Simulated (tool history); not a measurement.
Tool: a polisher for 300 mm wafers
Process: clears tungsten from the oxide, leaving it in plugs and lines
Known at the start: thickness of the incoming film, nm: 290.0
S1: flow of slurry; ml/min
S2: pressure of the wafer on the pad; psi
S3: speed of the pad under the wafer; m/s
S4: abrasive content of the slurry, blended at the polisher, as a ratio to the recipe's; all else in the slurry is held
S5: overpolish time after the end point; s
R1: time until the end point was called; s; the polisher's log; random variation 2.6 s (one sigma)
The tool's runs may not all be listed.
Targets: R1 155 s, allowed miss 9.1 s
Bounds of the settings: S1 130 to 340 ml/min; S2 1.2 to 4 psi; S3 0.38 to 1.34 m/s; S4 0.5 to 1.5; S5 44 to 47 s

run,hour,S1,S2,S3,S4,S5,R1
1,0,220,2.6,0.86,1,44,110.93
2,1,220,2.6,0.78,1,44,121.49
3,2.6,220,2.5,0.78,1,44,130.57
4,4.7,255,2.5,0.78,1,44,127.73
5,6.5,205,2.5,0.78,1,44,127.19
6,10,155,2.5,0.78,1,44,132.38
7,17.9,155,2.4,0.78,1,44,134.96
8,23.6,155,2.3,0.78,1,44,145.15

5 next moves are on the table. One of them brings every result within its allowed miss. Which?
A,29.3,130,2.4,0.78,0.8,47,?
B,29.3,140,2.3,0.84,1.2,47,?
C,29.3,155,2.1,0.96,0.9,47,?
D,29.3,175,2.6,0.7,1,44,?
E,29.3,185,2.2,0.84,1.1,44,?

move,R1
A,150.22
B,127.98
C,131.85
D,136.57
E,130.99
A: meets every target
B: further off than the last run
C: further off than the last run
D: further off than the last run
E: further off than the last run
The right move is A.

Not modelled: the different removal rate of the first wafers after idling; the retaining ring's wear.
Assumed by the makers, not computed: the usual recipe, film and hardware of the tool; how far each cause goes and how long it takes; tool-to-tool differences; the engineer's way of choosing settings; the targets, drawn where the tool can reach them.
